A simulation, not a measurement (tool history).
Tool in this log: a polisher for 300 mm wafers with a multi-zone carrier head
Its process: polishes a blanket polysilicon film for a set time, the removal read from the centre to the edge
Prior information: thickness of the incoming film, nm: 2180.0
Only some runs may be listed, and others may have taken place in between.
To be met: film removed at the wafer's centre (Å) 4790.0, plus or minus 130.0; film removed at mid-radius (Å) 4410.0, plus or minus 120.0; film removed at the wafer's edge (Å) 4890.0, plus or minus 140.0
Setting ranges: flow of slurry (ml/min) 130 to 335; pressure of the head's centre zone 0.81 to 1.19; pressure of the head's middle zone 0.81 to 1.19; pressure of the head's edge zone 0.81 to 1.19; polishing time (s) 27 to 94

| run | hour | flow of slurry (ml/min) | pressure of the head's centre zone | pressure of the head's middle zone | pressure of the head's edge zone | polishing time (s) | film removed at the wafer's centre (Å) | film removed at mid-radius (Å) | film removed at the wafer's edge (Å) |
|---|---|---|---|---|---|---|---|---|---|
| 1 | 0.0 | 215 | 1.00 | 1.00 | 1.00 | 60 | 7516.1 | 7279.7 | 7794.4 |
| 2 | 4.8 | 255 | 1.00 | 1.00 | 1.00 | 60 | 7747.0 | 7493.0 | 7901.8 |
| 3 | 10.5 | 250 | 0.98 | 0.96 | 0.96 | 54 | 6920.4 | 6453.1 | 6897.3 |
| 4 | 12.8 | 240 | 0.94 | 0.93 | 0.93 | 50 | 6044.1 | 5855.0 | 6262.9 |
| 5 | 19.6 | 240 | 0.94 | 0.97 | 0.93 | 50 | 5981.2 | 6094.6 | 6302.3 |
| 6 | 25.4 | 240 | 0.94 | 1.03 | 0.93 | 50 | 6114.4 | 6384.5 | 6243.6 |
| 7 | 26.3 | 235 | 0.93 | 0.98 | 0.91 | 47 | 5624.7 | 5688.6 | 5904.2 |
| 8 | 29.2 | 235 | 0.93 | 0.95 | 0.89 | 45 | 5284.9 | 5347.6 | 5512.9 |
| 9 | 37.8 | 215 | 0.94 | 0.92 | 0.87 | 45 | 5352.3 | 5122.3 | 5441.8 |
| 10 | 38.8 | 215 | 0.94 | 0.92 | 0.87 | 45 | 5396.2 | 5193.7 | 5366.9 |
| 11 | 45.5 | 205 | 0.93 | 0.89 | 0.86 | 44 | 5148.4 | 4774.9 | 5350.7 |
| 12 | 48.6 | 195 | 0.93 | 0.89 | 0.85 | 43 | 5008.5 | 4704.0 | 5129.5 |

Exercise: of the 4 proposed moves below, exactly one satisfies all targets within the stated allowed misses. Which move is it?
| A | 51.7 | 230 | 1.07 | 0.98 | 0.85 | 38 | ? | ? | ? |
| B | 51.7 | 225 | 1.02 | 0.96 | 0.81 | 39 | ? | ? | ? |
| C | 51.7 | 200 | 0.97 | 0.85 | 0.81 | 42 | ? | ? | ? |
| D | 51.7 | 190 | 0.96 | 0.90 | 0.91 | 40 | ? | ? | ? |

| move | film removed at the wafer's centre (Å) | film removed at mid-radius (Å) | film removed at the wafer's edge (Å) |
|---|---|---|---|
| A | 5189.3 | 4587.4 | 4556.8 |
| B | 5076.9 | 4618.7 | 4577.4 |
| C | 5141.4 | 4443.9 | 4893.1 |
| D | 4821.7 | 4412.7 | 4873.6 |
A: moves away from the targets compared with the last run
B: gains on the last run, yet a result remains outside its allowed miss
C: brings the last run's worst result on target, with another outside its allowed miss
D: all results land within tolerance of their targets
Move D is the one to make.

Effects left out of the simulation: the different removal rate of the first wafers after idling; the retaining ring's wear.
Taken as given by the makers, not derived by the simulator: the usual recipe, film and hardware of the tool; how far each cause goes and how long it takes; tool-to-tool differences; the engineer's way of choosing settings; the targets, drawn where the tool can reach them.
